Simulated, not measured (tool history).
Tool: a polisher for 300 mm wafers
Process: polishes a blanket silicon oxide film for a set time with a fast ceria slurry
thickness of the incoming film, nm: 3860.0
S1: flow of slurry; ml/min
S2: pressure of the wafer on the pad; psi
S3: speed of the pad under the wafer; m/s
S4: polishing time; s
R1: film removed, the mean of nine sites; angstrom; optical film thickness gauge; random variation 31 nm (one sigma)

{"run": 1, "day": 0.0, "S1": 140, "S2": 3.3, "S3": 1.22, "S4": 60, "R1": 13583}
{"run": 2, "day": 0.117, "S1": 160, "S2": 3.3, "S3": 1.22, "S4": 60, "R1": 13811}
{"run": 3, "day": 0.317, "S1": 160, "S2": 3.3, "S3": 1.1, "S4": 60, "R1": 12993}
{"run": 4, "day": 0.658, "S1": 165, "S2": 3.8, "S3": 1.12, "S4": 60, "R1": 14750}
{"run": 5, "day": 0.688, "S1": 165, "S2": 4.2, "S3": 1.18, "S4": 60, "R1": 16797}
{"run": 6, "day": 1.033, "S1": 165, "S2": 4.2, "S3": 1.02, "S4": 60, "R1": 15144}

Run 7 comes next. What will it give?
{"run": 7, "day": 1.242, "S1": 165, "S2": 4.5, "S3": 1.12, "S4": 60, "R1": "?"}

R1: 17392 angstrom

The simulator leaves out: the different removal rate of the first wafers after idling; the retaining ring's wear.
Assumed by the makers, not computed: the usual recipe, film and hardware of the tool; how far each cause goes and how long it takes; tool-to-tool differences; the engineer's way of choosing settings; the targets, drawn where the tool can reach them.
